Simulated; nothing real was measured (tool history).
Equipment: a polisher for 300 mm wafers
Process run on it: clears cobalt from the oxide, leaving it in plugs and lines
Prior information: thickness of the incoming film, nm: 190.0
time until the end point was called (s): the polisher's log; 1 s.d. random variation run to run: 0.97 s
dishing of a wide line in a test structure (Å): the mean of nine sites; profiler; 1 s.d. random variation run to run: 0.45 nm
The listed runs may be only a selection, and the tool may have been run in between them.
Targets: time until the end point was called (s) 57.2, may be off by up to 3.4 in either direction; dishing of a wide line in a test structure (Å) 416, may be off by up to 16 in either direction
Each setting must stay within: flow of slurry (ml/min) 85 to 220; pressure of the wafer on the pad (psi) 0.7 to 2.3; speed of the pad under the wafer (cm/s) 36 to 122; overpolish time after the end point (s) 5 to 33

run,day,flow of slurry (ml/min),pressure of the wafer on the pad (psi),speed of the pad under the wafer (cm/s),overpolish time after the end point (s),time until the end point was called (s),dishing of a wide line in a test structure (Å)
1,0,140,1.5,78,17,64.746,314.13
2,0.117,165,1.5,78,17,62.338,319.9
3,0.429,130,1.5,78,17,63.628,315.5
4,0.725,115,1.5,78,17,66.317,307.39
5,0.846,115,1.6,78,19,61.681,345.64
6,1.075,115,1.6,78,20,61.943,355.53
7,1.408,115,1.6,78,21,59.7,366.87
8,1.438,115,1.6,78,22,61.016,376.45

Next run, 5 choices. One meets every target within its allowed miss, the rest don't. Which?
A,1.467,135,1.9,58,20,?,?
B,1.467,120,1.4,84,28,?,?
C,1.467,85,1.5,82,29,?,?
D,1.467,145,2.1,56,19,?,?
E,1.467,160,1.7,76,24,?,?

move,time until the end point was called (s),dishing of a wide line in a test structure (Å)
A,60.956,352.54
B,65.939,405.38
C,66.279,411.03
D,55.861,359.66
E,56.04,406.42
A: further off than the last run
B: the worst result of the last run now meets its target, but another is out of spec
C: the worst result of the last run now meets its target, but another is out of spec
D: further off than the last run
E: every result lands within tolerance
Go with E: it meets all targets.
